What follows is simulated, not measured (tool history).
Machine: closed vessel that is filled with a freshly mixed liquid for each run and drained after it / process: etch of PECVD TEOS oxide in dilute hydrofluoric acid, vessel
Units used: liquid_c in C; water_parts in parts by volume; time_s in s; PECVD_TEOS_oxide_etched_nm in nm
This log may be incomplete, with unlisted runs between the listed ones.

{"run": 1, "hour": 0.0, "liquid_c": 24, "water_parts": 180, "time_s": 355, "PECVD_TEOS_oxide_etched_nm": 16.485}
{"run": 2, "hour": 7.7, "liquid_c": 21.5, "water_parts": 180, "time_s": 355, "PECVD_TEOS_oxide_etched_nm": 14.808}
{"run": 3, "hour": 15.9, "liquid_c": 21.5, "water_parts": 180, "time_s": 355, "PECVD_TEOS_oxide_etched_nm": 14.909}
{"run": 4, "hour": 22.2, "liquid_c": 23, "water_parts": 175, "time_s": 355, "PECVD_TEOS_oxide_etched_nm": 16.589}
{"run": 5, "hour": 27.8, "liquid_c": 24, "water_parts": 175, "time_s": 355, "PECVD_TEOS_oxide_etched_nm": 16.866}
{"run": 6, "hour": 31.4, "liquid_c": 25, "water_parts": 170, "time_s": 355, "PECVD_TEOS_oxide_etched_nm": 18.239}
{"run": 7, "hour": 35.4, "liquid_c": 26, "water_parts": 170, "time_s": 355, "PECVD_TEOS_oxide_etched_nm": 18.834}
{"run": 8, "hour": 38.8, "liquid_c": 27, "water_parts": 170, "time_s": 355, "PECVD_TEOS_oxide_etched_nm": 19.689}
{"run": 9, "hour": 40.8, "liquid_c": 27.5, "water_parts": 170, "time_s": 355, "PECVD_TEOS_oxide_etched_nm": 19.797}
{"run": 10, "hour": 44.2, "liquid_c": 28, "water_parts": 170, "time_s": 355, "PECVD_TEOS_oxide_etched_nm": 20.252}

Expected results for the next run?
{"run": 11, "hour": 52.4, "liquid_c": 28.5, "water_parts": 170, "time_s": 355, "PECVD_TEOS_oxide_etched_nm": "?"}

Run 11 yielded PECVD_TEOS_oxide_etched_nm 20.756 nm.
